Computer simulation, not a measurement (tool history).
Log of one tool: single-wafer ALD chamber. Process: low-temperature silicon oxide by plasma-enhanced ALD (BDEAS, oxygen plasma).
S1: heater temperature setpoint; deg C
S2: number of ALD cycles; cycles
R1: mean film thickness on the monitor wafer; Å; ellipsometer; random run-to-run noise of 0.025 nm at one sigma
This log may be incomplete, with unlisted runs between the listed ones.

| run | day | S1 | S2 | R1 |
|---|---|---|---|---|
| 1 | 0.000 | 85 | 40 | 57.074 |
| 2 | 0.179 | 83 | 41 | 58.325 |
| 3 | 0.538 | 82 | 42 | 59.869 |
| 4 | 0.704 | 81 | 42 | 60.520 |
| 5 | 1.038 | 88 | 42 | 59.050 |
| 6 | 1.362 | 87 | 43 | 60.637 |
| 7 | 1.625 | 86 | 43 | 60.827 |
| 8 | 1.875 | 85 | 43 | 61.244 |

Run 9 comes next. What will it give?
| 9 | 2.200 | 85 | 43 | ? |

R1: 61.506 Å

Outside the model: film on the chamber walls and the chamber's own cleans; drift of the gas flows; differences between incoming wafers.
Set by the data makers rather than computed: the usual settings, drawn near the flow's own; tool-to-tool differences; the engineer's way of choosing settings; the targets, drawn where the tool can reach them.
